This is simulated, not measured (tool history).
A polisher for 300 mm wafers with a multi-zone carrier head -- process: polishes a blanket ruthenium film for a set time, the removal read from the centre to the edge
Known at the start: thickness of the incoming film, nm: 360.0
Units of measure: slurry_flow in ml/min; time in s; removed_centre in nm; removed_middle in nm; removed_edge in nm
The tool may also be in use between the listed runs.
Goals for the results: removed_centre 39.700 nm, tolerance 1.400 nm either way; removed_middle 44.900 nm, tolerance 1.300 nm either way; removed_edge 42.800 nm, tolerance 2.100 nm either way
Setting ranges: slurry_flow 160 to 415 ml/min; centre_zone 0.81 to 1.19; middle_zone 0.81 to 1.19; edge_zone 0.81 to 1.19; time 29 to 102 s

run	day	slurry_flow	centre_zone	middle_zone	edge_zone	time	removed_centre	removed_middle	removed_edge
1	0.000	265	1.00	1.00	1.00	65	63.585	64.102	66.079
2	0.262	265	1.00	1.00	1.00	50	49.127	50.308	49.476
3	0.350	265	1.00	1.00	1.00	34	33.978	34.086	34.076
4	0.700	265	1.00	1.00	1.00	29	28.271	29.085	29.769
5	0.871	275	1.01	1.04	1.04	32	31.944	33.789	33.024
6	1.075	275	1.01	1.04	0.97	32	31.894	33.640	31.837
7	1.317	275	1.01	1.06	1.01	35	34.474	36.822	35.255
8	1.383	275	1.02	1.09	1.05	36	36.161	38.926	37.211
9	1.512	275	1.02	1.11	1.08	36	36.492	39.390	36.803
10	1.642	280	1.01	1.11	1.11	37	36.295	40.471	38.542
11	1.975	285	1.01	1.12	1.13	38	38.178	41.828	41.277

Pick the move, out of 4, that brings all results within their allowed miss; only one does.
A	2.308	230	1.10	1.16	0.98	40	?	?	?
B	2.308	240	1.11	1.12	1.09	41	?	?	?
C	2.308	400	0.99	1.13	1.13	39	?	?	?
D	2.308	245	1.12	1.12	1.11	41	?	?	?

move	removed_centre	removed_middle	removed_edge
A	41.599	44.658	39.182
B	43.245	44.670	42.469
C	39.549	45.160	42.819
D	43.715	44.792	42.942
A: brings the last run's worst result on target, with another outside its allowed miss
B: brings the last run's worst result on target, with another outside its allowed miss
C: all results in spec
D: brings the last run's worst result on target, with another outside its allowed miss
So the answer is move C, the one that meets all the targets.

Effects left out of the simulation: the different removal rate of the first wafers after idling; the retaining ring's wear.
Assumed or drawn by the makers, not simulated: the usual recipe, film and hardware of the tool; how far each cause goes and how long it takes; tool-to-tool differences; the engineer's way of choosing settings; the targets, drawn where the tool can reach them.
